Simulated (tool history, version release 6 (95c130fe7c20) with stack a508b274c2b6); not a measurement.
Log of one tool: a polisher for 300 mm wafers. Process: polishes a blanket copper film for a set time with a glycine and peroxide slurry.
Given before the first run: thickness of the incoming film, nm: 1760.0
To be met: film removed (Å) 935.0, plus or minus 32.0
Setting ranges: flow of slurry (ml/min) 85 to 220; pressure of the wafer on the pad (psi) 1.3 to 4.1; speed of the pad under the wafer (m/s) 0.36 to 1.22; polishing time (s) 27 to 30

| run | hour | flow of slurry (ml/min) | pressure of the wafer on the pad (psi) | speed of the pad under the wafer (m/s) | polishing time (s) | film removed (Å) |
|---|---|---|---|---|---|---|
| 1 | 0.0 | 140 | 2.7 | 0.78 | 30 | 1364.6 |
| 2 | 1.8 | 160 | 2.7 | 0.78 | 30 | 1381.5 |
| 3 | 5.2 | 160 | 3.0 | 0.78 | 30 | 1483.3 |
| 4 | 9.1 | 160 | 3.0 | 0.62 | 30 | 1311.1 |
| 5 | 16.9 | 160 | 3.5 | 0.62 | 30 | 1471.0 |
| 6 | 17.4 | 160 | 3.5 | 0.70 | 30 | 1579.9 |
| 7 | 23.7 | 130 | 2.8 | 0.66 | 30 | 1276.3 |
| 8 | 30.7 | 130 | 2.1 | 0.62 | 30 | 1003.4 |

Consider the 4 candidate settings below. Which is the only one whose results all fall within their allowed miss of target?
| A | 37.7 | 120 | 2.5 | 0.66 | 27 | ? |
| B | 37.7 | 140 | 2.0 | 0.80 | 28 | ? |
| C | 37.7 | 125 | 2.1 | 0.64 | 28 | ? |
| D | 37.7 | 85 | 2.0 | 0.86 | 30 | ? |

| move | film removed (Å) |
|---|---|
| A | 1023.8 |
| B | 1053.2 |
| C | 945.4 |
| D | 1023.4 |
A: misses by more than the last run did
B: misses by more than the last run did
C: each result inside its tolerance
D: misses by more than the last run did
The move that meets every target is C.
